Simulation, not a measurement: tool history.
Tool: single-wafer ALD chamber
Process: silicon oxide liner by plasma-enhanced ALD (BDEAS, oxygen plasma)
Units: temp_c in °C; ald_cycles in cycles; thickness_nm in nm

| run | day | temp_c | ald_cycles | thickness_nm |
|---|---|---|---|---|
| 1 | 0 | 320 | 70 | 6.0765 |
| 2 | 0.117 | 320 | 64 | 5.6002 |
| 3 | 0.358 | 319 | 66 | 5.7216 |
| 4 | 0.533 | 319 | 67 | 5.8245 |
| 5 | 0.75 | 319 | 57 | 4.9533 |
| 6 | 1.108 | 319 | 60 | 5.2339 |
| 7 | 1.325 | 314 | 71 | 6.2059 |

Forecast run 8:
| 8 | 1.667 | 314 | 73 | ? |

Run 8 gave thickness_nm 6.3908 nm.

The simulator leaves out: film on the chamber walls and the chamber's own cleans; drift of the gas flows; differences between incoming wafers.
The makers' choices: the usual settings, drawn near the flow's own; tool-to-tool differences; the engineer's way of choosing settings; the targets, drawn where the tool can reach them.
